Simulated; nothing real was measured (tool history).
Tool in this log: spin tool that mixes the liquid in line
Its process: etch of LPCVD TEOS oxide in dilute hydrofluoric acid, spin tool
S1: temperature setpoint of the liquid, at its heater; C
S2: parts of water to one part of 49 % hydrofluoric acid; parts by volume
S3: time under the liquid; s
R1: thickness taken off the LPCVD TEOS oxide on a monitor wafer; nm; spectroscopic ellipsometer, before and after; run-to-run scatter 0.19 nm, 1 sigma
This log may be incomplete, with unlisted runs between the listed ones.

| run | day | S1 | S2 | S3 | R1 |
|---|---|---|---|---|---|
| 1 | 0.000 | 24.0 | 80 | 50 | 37.130 |
| 2 | 0.108 | 23.0 | 80 | 50 | 35.310 |
| 3 | 0.254 | 22.5 | 80 | 50 | 34.915 |
| 4 | 0.571 | 24.0 | 80 | 50 | 37.420 |
| 5 | 0.858 | 23.0 | 80 | 50 | 35.888 |
| 6 | 1.108 | 23.0 | 80 | 55 | 39.152 |
| 7 | 1.450 | 22.5 | 80 | 55 | 38.275 |
| 8 | 1.546 | 22.0 | 80 | 55 | 37.927 |
| 9 | 1.679 | 21.5 | 80 | 55 | 37.505 |
| 10 | 1.733 | 21.5 | 80 | 55 | 37.081 |

For run 11, what comes out?
| 11 | 1.967 | 21.0 | 80 | 55 | ? |

{"run 11": {"R1": 36.303}}

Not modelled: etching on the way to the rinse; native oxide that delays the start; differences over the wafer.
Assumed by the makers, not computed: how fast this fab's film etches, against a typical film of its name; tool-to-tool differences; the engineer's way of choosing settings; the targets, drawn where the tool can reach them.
